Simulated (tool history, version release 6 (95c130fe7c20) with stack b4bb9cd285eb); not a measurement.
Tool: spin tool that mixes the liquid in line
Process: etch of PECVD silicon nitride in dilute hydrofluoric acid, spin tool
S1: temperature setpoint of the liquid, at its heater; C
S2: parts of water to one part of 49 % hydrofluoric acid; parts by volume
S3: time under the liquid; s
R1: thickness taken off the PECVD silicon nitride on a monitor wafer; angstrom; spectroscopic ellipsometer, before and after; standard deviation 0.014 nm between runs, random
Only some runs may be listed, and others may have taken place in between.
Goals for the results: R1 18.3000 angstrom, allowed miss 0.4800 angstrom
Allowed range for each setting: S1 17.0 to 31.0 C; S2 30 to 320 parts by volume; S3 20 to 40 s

run	hour	S1	S2	S3	R1
1	0.0	23.0	175	40	10.1240
2	8.1	21.5	175	40	9.2986
3	12.8	24.0	175	40	10.8610
4	16.4	27.5	175	40	13.6210
5	22.3	28.5	170	40	15.0630
6	23.6	29.5	170	40	15.9420
7	27.3	30.0	170	40	16.1180
8	34.6	30.5	165	40	17.4530

4 candidate next runs follow, results not yet known. Just one meets every target within its allowed miss. Identify it.
A	41.9	28.0	125	40	?
B	41.9	29.0	135	40	?
C	41.9	28.5	155	40	?
D	41.9	29.0	145	40	?

move	R1
A	19.6590
B	19.3770
C	16.3430
D	18.0310
A: the result that was furthest off in the last run now lies on the other side of its target
B: the result that was furthest off in the last run now lies on the other side of its target
C: misses by more than the last run did
D: every result lands within tolerance
The move that meets every target is D.
